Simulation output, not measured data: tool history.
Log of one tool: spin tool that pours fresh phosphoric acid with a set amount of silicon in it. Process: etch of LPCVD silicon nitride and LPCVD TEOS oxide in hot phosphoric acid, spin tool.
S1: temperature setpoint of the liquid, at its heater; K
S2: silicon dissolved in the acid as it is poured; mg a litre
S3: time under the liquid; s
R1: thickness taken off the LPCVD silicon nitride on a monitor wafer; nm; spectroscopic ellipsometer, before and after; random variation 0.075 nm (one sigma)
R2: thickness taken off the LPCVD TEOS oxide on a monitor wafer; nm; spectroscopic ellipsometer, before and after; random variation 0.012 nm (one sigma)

run	hour	S1	S2	S3	R1	R2
1	0.0	435.15	17.5	180	19.1570	0.91073
2	1.1	434.15	17.5	180	18.7810	0.84762
3	9.7	434.15	15.5	150	15.6900	0.75425
4	11.3	434.15	13.5	130	13.6320	0.72526
5	18.0	435.15	13.5	130	13.9510	0.76585
6	26.4	434.65	13.5	130	13.7560	0.71100
7	30.3	434.15	12.0	115	11.8700	0.67343
8	38.3	433.65	11.5	105	10.8200	0.56420
9	45.3	433.15	9.5	100	10.1190	0.51979
10	46.5	433.15	8.0	95	9.5676	0.54368
11	54.3	432.65	6.5	95	9.4111	0.54628
12	61.0	432.15	5.5	95	9.3248	0.52824
13	64.6	431.15	0.0	55	5.2089	0.30825
14	73.0	432.15	1.5	55	5.2664	0.33321
15	75.6	434.65	12.5	125	13.3400	0.73141
16	79.3	434.15	10.0	120	12.5500	0.72758
17	87.2	433.65	8.0	115	11.7400	0.65484
18	92.3	433.15	6.5	110	11.1220	0.66706
19	99.6	432.65	5.5	105	10.3470	0.61806

Forecast run 20:
20	100.7	432.65	5.0	100	?	?

Run 20 gave R1 10.0240 nm, R2 0.54337 nm.
